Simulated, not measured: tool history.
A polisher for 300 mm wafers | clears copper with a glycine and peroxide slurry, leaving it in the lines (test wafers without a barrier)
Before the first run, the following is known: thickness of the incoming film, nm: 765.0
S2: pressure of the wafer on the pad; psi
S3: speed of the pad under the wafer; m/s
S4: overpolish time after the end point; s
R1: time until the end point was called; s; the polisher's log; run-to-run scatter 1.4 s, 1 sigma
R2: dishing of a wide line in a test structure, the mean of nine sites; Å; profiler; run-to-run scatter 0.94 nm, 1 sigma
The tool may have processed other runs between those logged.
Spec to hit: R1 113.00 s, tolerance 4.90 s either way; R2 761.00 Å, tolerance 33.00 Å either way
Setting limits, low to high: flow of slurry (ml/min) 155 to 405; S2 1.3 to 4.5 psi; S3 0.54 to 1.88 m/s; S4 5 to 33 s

Run 1, hour 0.0: flow of slurry (ml/min) 260, S2 2.9 psi, S3 1.20 m/s, S4 17 s. Result: R1 100.51 s, R2 586.89 Å.
Run 2, hour 3.6: flow of slurry (ml/min) 260, S2 2.8 psi, S3 1.18 m/s, S4 19 s. Result: R1 106.66 s, R2 611.78 Å.
Run 3, hour 10.4: flow of slurry (ml/min) 260, S2 2.1 psi, S3 1.18 m/s, S4 19 s. Result: R1 137.82 s, R2 526.38 Å.
Run 4, hour 14.1: flow of slurry (ml/min) 260, S2 2.3 psi, S3 1.18 m/s, S4 21 s. Result: R1 125.92 s, R2 595.50 Å.
Run 5, hour 15.2: flow of slurry (ml/min) 260, S2 2.4 psi, S3 1.18 m/s, S4 22 s. Result: R1 124.00 s, R2 621.85 Å.
Run 6, hour 21.4: flow of slurry (ml/min) 260, S2 2.4 psi, S3 1.02 m/s, S4 22 s. Result: R1 138.10 s, R2 597.52 Å.
Run 7, hour 24.3: flow of slurry (ml/min) 260, S2 2.6 psi, S3 1.02 m/s, S4 23 s. Result: R1 128.18 s, R2 628.42 Å.
Run 8, hour 25.7: flow of slurry (ml/min) 260, S2 2.7 psi, S3 1.02 m/s, S4 24 s. Result: R1 126.08 s, R2 641.92 Å.

Below are 4 possible settings for the next run. Only one of them brings all results inside the allowed miss of their targets. Which is it?
Run A, hour 27.1: flow of slurry (ml/min) 235, S2 3.1 psi, S3 0.92 m/s, S4 31 s. Result: R1 ?, R2 ?.
Run B, hour 27.1: flow of slurry (ml/min) 245, S2 2.7 psi, S3 1.06 m/s, S4 32 s. Result: R1 ?, R2 ?.
Run C, hour 27.1: flow of slurry (ml/min) 290, S2 2.6 psi, S3 1.18 m/s, S4 30 s. Result: R1 ?, R2 ?.
Run D, hour 27.1: flow of slurry (ml/min) 280, S2 2.2 psi, S3 1.32 m/s, S4 26 s. Result: R1 ?, R2 ?.

move      R1      R2
   A  121.77  756.38
   B  120.77  758.88
   C  111.97  754.45
   D  117.54  683.43
A: the furthest-off result lands on target, but another misses its tolerance
B: the furthest-off result lands on target, but another misses its tolerance
C: hits every target within its allowed miss
D: gains on the last run, yet a result remains outside its allowed miss
The right move is C.

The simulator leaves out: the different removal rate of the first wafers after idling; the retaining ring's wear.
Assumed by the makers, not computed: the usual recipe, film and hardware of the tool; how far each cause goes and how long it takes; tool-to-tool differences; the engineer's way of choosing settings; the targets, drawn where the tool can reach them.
